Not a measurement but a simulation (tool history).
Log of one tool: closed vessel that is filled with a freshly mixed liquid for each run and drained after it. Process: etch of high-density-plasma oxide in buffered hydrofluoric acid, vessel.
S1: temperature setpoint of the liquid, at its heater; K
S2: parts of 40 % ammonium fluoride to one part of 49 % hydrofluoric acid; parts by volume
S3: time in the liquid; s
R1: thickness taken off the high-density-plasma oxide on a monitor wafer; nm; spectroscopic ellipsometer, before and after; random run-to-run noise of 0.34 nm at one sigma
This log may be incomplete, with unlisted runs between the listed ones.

Run 1, day 0.000: S1 297.15 K, S2 16.0 parts by volume, S3 95 s. Result: R1 76.239 nm.
Run 2, day 0.346: S1 297.15 K, S2 16.0 parts by volume, S3 100 s. Result: R1 80.635 nm.
Run 3, day 0.404: S1 297.15 K, S2 16.0 parts by volume, S3 95 s. Result: R1 76.848 nm.
Run 4, day 0.454: S1 294.65 K, S2 16.0 parts by volume, S3 95 s. Result: R1 66.513 nm.
Run 5, day 0.583: S1 294.65 K, S2 16.0 parts by volume, S3 100 s. Result: R1 70.041 nm.
Run 6, day 0.633: S1 297.15 K, S2 16.0 parts by volume, S3 100 s. Result: R1 79.902 nm.
Run 7, day 0.850: S1 296.15 K, S2 16.0 parts by volume, S3 100 s. Result: R1 75.462 nm.
Run 8, day 0.950: S1 295.15 K, S2 16.0 parts by volume, S3 100 s. Result: R1 72.245 nm.
Run 9, day 1.054: S1 294.65 K, S2 16.0 parts by volume, S3 100 s. Result: R1 69.691 nm.

Run 10, settings as shown, results not yet in. Your forecast:
Run 10, day 1.125: S1 294.15 K, S2 16.0 parts by volume, S3 100 s. Result: R1 ?.

R1: 67.895 nm

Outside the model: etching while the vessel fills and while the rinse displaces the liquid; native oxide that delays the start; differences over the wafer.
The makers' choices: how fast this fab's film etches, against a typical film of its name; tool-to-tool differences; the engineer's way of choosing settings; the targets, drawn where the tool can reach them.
